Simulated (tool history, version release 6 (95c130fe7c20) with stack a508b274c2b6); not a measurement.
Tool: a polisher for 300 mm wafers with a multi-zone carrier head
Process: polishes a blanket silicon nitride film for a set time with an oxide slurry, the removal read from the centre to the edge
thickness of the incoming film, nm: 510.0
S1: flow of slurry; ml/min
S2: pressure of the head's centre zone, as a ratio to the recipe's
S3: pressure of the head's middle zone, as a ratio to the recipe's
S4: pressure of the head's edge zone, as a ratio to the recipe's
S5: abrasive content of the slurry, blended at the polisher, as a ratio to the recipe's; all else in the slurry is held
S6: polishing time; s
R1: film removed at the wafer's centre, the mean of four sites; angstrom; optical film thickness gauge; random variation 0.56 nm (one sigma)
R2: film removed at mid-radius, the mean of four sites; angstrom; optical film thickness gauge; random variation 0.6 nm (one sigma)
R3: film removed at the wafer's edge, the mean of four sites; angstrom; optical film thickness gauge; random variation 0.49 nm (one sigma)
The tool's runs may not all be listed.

run  hour   S1    S2    S3    S4    S5  S6      R1      R2      R3
  1     0  190     1     1     1     1  82  596.56  593.62  596.63
  2   7.7  190  1.04     1     1     1  82     629   603.4  588.38
  3  15.6  225  1.04     1     1     1  82  638.58  609.04  611.22
  4  18.6  225  1.04  1.08     1     1  82  646.93   651.2  611.25
  5  20.5  210  0.98  1.07  0.96   0.9  82  561.89  614.15  546.09
     27.8  -- worn pad replaced by a new one
  6  27.8  210  0.98  1.07  1.01   0.9  82  631.65  679.18  633.65
  7  29.7  195  0.93  1.02  0.96   0.9  82  571.75  650.82  610.99
  8  34.7  185  0.91  0.98  0.91   0.8  81   520.3  556.46   554.6
  9  42.6  175  0.88  0.99  0.88  0.75  80  476.39   540.3  507.73

Forecast run 10:
 10  49.4  140  0.82  0.96  0.85  0.7  80   ?   ?   ?

R1: 401.32 angstrom
R2: 482.4 angstrom
R3: 461.96 angstrom

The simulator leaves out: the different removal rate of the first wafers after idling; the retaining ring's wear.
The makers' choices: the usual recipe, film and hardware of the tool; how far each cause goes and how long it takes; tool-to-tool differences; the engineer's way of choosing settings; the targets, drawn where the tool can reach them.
